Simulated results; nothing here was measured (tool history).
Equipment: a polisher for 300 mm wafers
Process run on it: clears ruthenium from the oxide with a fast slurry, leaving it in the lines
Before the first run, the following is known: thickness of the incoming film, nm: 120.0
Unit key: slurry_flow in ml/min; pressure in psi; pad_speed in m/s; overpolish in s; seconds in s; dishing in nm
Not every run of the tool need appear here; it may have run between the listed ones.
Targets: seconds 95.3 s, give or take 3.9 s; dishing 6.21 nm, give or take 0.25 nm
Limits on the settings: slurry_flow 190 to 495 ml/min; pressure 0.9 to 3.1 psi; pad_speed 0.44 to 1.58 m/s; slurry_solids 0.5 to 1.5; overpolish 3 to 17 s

Run 1, day 0: slurry_flow 320 ml/min, pressure 2 psi, pad_speed 1 m/s, slurry_solids 1, overpolish 9 s. Result: seconds 47.026 s, dishing 21.271 nm.
Run 2, day 0.075: slurry_flow 320 ml/min, pressure 1.9 psi, pad_speed 0.92 m/s, slurry_solids 1, overpolish 8 s. Result: seconds 55.091 s, dishing 17.216 nm.
Run 3, day 0.104: slurry_flow 320 ml/min, pressure 1.9 psi, pad_speed 0.92 m/s, slurry_solids 1, overpolish 11 s. Result: seconds 54.175 s, dishing 23.065 nm.
Run 4, day 0.183: slurry_flow 320 ml/min, pressure 1.9 psi, pad_speed 0.92 m/s, slurry_solids 1, overpolish 14 s. Result: seconds 53.5 s, dishing 29.348 nm.
Run 5, day 0.375: slurry_flow 315 ml/min, pressure 1.9 psi, pad_speed 0.82 m/s, slurry_solids 0.95, overpolish 12 s. Result: seconds 61.889 s, dishing 22.456 nm.
Run 6, day 0.742: slurry_flow 330 ml/min, pressure 1.7 psi, pad_speed 0.8 m/s, slurry_solids 0.95, overpolish 10 s. Result: seconds 69.801 s, dishing 16.666 nm.
Run 7, day 0.854: slurry_flow 365 ml/min, pressure 1.6 psi, pad_speed 0.78 m/s, slurry_solids 0.95, overpolish 9 s. Result: seconds 73.634 s, dishing 13.842 nm.
Run 8, day 0.992: slurry_flow 380 ml/min, pressure 1.6 psi, pad_speed 0.74 m/s, slurry_solids 0.95, overpolish 8 s. Result: seconds 79.192 s, dishing 11.865 nm.
Run 9, day 1.271: slurry_flow 385 ml/min, pressure 1.6 psi, pad_speed 0.74 m/s, slurry_solids 0.95, overpolish 7 s. Result: seconds 78.835 s, dishing 10.379 nm.
Run 10, day 1.533: slurry_flow 395 ml/min, pressure 1.5 psi, pad_speed 0.74 m/s, slurry_solids 0.95, overpolish 6 s. Result: seconds 82.283 s, dishing 8.3483 nm.
Run 11, day 1.771: slurry_flow 400 ml/min, pressure 1.4 psi, pad_speed 0.74 m/s, slurry_solids 0.95, overpolish 6 s. Result: seconds 89.131 s, dishing 7.7525 nm.

Consider the 4 candidate settings below. Which is the only one whose results all fall within their allowed miss of target?
Run A, day 2.008: slurry_flow 380 ml/min, pressure 1.3 psi, pad_speed 0.74 m/s, slurry_solids 0.85, overpolish 9 s. Result: seconds ?, dishing ?.
Run B, day 2.008: slurry_flow 345 ml/min, pressure 1.7 psi, pad_speed 0.74 m/s, slurry_solids 0.85, overpolish 7 s. Result: seconds ?, dishing ?.
Run C, day 2.008: slurry_flow 435 ml/min, pressure 1.4 psi, pad_speed 0.62 m/s, slurry_solids 1, overpolish 6 s. Result: seconds ?, dishing ?.
Run D, day 2.008: slurry_flow 470 ml/min, pressure 1.4 psi, pad_speed 0.74 m/s, slurry_solids 0.75, overpolish 5 s. Result: seconds ?, dishing ?.

move  seconds  dishing
   A   96.515   10.508
   B   75.162   10.495
   C   100.61   6.7804
   D   91.934   6.1924
A: lands further from the targets than the last run did
B: lands further from the targets than the last run did
C: gains on the last run, yet a result remains outside its allowed miss
D: each result inside its tolerance
So the answer is move D, the one that meets all the targets.

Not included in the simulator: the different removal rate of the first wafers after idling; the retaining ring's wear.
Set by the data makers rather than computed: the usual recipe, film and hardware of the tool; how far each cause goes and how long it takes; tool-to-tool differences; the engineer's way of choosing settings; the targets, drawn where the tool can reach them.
